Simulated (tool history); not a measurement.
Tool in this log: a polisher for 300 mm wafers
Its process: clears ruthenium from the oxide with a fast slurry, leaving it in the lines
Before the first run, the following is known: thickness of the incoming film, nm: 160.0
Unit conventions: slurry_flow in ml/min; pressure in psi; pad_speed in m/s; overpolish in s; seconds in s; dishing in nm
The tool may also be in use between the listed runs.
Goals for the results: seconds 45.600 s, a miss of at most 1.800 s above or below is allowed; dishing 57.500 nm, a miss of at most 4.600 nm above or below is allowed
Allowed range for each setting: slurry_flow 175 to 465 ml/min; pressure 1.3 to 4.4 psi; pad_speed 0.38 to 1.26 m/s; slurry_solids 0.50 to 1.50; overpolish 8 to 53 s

run,day,slurry_flow,pressure,pad_speed,slurry_solids,overpolish,seconds,dishing
1,0.000,295,2.8,0.82,1.00,27,48.121,73.518
2,0.258,295,2.4,0.82,1.00,27,55.941,66.091
3,0.471,295,2.6,0.82,1.00,24,51.749,63.685
4,0.583,295,2.7,0.82,1.00,22,50.053,62.550
5,0.900,295,2.3,0.82,1.00,22,58.786,55.835
# day 1.200: head pressure recalibrated
6,1.200,295,2.5,0.82,1.00,20,48.497,60.507
7,1.325,295,2.5,0.82,1.00,19,49.085,58.032
8,1.450,295,2.5,0.82,1.00,18,49.209,53.969

Which of these 5 next moves meets every target?
A,1.575,305,2.5,0.92,1.10,17,?,?
B,1.575,290,2.3,0.74,1.05,19,?,?
C,1.575,215,2.1,0.82,1.15,16,?,?
D,1.575,370,2.9,0.70,0.95,21,?,?
E,1.575,340,2.8,0.82,0.90,19,?,?

move,seconds,dishing
A,40.936,60.204
B,56.559,50.215
C,55.121,44.168
D,49.638,61.150
E,46.017,59.913
A: takes the biggest miss from the last run beyond its target
B: its largest miss is bigger than the last run's
C: its largest miss is bigger than the last run's
D: its largest miss is bigger than the last run's
E: hits every target within its allowed miss
Go with E: it meets all targets.
